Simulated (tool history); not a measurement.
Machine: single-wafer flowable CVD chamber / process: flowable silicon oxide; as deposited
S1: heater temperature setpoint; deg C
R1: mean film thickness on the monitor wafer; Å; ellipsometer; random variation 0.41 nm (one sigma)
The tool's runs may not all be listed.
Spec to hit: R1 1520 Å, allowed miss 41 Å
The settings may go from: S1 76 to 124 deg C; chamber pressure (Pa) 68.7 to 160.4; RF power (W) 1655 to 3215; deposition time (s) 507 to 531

run 1 hour=0 | S1=100 chamber_pressure_(Pa)=114.5 RF_power_(W)=2435 deposition_time_(s)=531 | R1=3633.6
run 2 hour=5.9 | S1=100 chamber_pressure_(Pa)=114.5 RF_power_(W)=2205 deposition_time_(s)=531 | R1=3568.9
run 3 hour=8.2 | S1=91 chamber_pressure_(Pa)=114.5 RF_power_(W)=2205 deposition_time_(s)=531 | R1=4969.4
run 4 hour=10.4 | S1=99 chamber_pressure_(Pa)=114.5 RF_power_(W)=2205 deposition_time_(s)=531 | R1=3718.1
run 5 hour=13.6 | S1=99 chamber_pressure_(Pa)=114.5 RF_power_(W)=2205 deposition_time_(s)=507 | R1=3553.5
run 6 hour=14.3 | S1=99 chamber_pressure_(Pa)=100.1 RF_power_(W)=2205 deposition_time_(s)=507 | R1=3113
run 7 hour=21.2 | S1=111 chamber_pressure_(Pa)=98.9 RF_power_(W)=2205 deposition_time_(s)=507 | R1=1952
run 8 hour=23.4 | S1=112 chamber_pressure_(Pa)=98.9 RF_power_(W)=2205 deposition_time_(s)=507 | R1=1882.7
run 9 hour=29.4 | S1=113 chamber_pressure_(Pa)=98.9 RF_power_(W)=2205 deposition_time_(s)=507 | R1=1815.1
run 10 hour=30.8 | S1=114 chamber_pressure_(Pa)=98.9 RF_power_(W)=2205 deposition_time_(s)=507 | R1=1755
run 11 hour=37.1 | S1=119 chamber_pressure_(Pa)=98.7 RF_power_(W)=2205 deposition_time_(s)=507 | R1=1469.1

Consider the 5 candidate settings below. Which is the only one whose results all fall within their allowed miss of target?
run A hour=43.4 | S1=118 chamber_pressure_(Pa)=93.9 RF_power_(W)=1770 deposition_time_(s)=507 | R1=?
run B hour=43.4 | S1=119 chamber_pressure_(Pa)=92.5 RF_power_(W)=2690 deposition_time_(s)=507 | R1=?
run C hour=43.4 | S1=119 chamber_pressure_(Pa)=98.1 RF_power_(W)=2015 deposition_time_(s)=510 | R1=?
run D hour=43.4 | S1=119 chamber_pressure_(Pa)=87.9 RF_power_(W)=2495 deposition_time_(s)=531 | R1=?
run E hour=43.4 | S1=119 chamber_pressure_(Pa)=97.7 RF_power_(W)=2395 deposition_time_(s)=527 | R1=?

move=A R1=1378.6
move=B R1=1420.5
move=C R1=1443.8
move=D R1=1401.8
move=E R1=1531.7
A: lands further from the targets than the last run did
B: lands further from the targets than the last run did
C: lands further from the targets than the last run did
D: lands further from the targets than the last run did
E: meets every target
Move E is the one to make.
